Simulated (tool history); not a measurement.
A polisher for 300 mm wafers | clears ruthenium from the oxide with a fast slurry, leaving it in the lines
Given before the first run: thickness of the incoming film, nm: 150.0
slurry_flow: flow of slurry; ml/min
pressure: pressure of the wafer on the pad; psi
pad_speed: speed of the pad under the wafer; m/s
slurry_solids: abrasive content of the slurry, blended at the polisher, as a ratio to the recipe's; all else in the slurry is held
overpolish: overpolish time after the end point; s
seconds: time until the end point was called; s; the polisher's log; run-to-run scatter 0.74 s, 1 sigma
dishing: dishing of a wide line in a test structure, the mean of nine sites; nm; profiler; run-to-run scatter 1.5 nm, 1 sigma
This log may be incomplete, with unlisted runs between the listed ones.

| run | day | slurry_flow | pressure | pad_speed | slurry_solids | overpolish | seconds | dishing |
|---|---|---|---|---|---|---|---|---|
| 1 | 0 | 215 | 2.2 | 0.8 | 1 | 29 | 54.166 | 61.521 |
| 2 | 0.042 | 215 | 2.1 | 0.8 | 1 | 30 | 56.82 | 58.531 |
| 3 | 0.192 | 215 | 2.3 | 0.8 | 1 | 30 | 51.678 | 61.896 |
| 4 | 0.404 | 215 | 2.7 | 0.8 | 1 | 30 | 43.933 | 73.055 |
| 5 | 0.562 | 215 | 2.6 | 0.8 | 1 | 31 | 45.046 | 71.101 |
| 6 | 0.733 | 215 | 2.6 | 0.98 | 1 | 31 | 38.884 | 82.585 |
| 7 | 0.883 | 215 | 2.5 | 0.98 | 1 | 32 | 40.131 | 81.682 |

Estimate the outcome of run 8 from the log above:
| 8 | 1.129 | 215 | 2.4 | 0.98 | 1 | 33 | ? | ? |

seconds: 41.317 s
dishing: 83 nm
